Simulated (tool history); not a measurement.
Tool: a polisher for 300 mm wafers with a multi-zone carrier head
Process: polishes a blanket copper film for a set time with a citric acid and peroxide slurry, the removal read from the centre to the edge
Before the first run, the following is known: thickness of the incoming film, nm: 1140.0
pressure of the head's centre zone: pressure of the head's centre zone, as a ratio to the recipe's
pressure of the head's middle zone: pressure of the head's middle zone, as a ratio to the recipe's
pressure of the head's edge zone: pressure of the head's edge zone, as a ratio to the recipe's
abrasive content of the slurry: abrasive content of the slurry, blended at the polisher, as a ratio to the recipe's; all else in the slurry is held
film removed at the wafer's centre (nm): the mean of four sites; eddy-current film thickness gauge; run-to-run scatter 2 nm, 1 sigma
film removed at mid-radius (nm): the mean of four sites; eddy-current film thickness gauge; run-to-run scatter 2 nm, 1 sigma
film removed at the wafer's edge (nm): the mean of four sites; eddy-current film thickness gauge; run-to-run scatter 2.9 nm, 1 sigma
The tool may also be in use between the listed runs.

run  hour  flow of slurry (ml/min)  pressure of the head's centre zone  pressure of the head's middle zone  pressure of the head's edge zone  abrasive content of the slurry  polishing time (s)  film removed at the wafer's centre (nm)  film removed at mid-radius (nm)  film removed at the wafer's edge (nm)
  1     0                      245                                   1                                   1                                 1                               1                  74                                   214.38                           210.76                                 220.31
  2   2.3                      260                                1.03                                1.01                              1.03                            1.05                  74                                   230.26                           216.48                                 223.97
  3   4.1                      260                                1.03                                1.01                              1.09                            1.05                  74                                   234.05                           219.45                                 225.08
  4   6.2                      205                                1.03                                1.01                              1.09                            1.05                  74                                   224.07                           214.41                                  226.5
  5  12.7                      205                                1.03                                1.01                              1.09                            1.15                  74                                   229.65                           216.21                                 236.21
  6  15.4                      205                                0.98                                1.01                              1.09                            1.15                  74                                   218.17                           220.62                                 233.62

Run 7, settings as shown, results not yet in. Your forecast:
  7  23.6                      225                                   1                                1.01                               1.1                             1.2                  74                                        ?                                ?                                      ?

{"run 7": {"film removed at the wafer's centre (nm)": 230.07, "film removed at mid-radius (nm)": 221.63, "film removed at the wafer's edge (nm)": 232.85}}
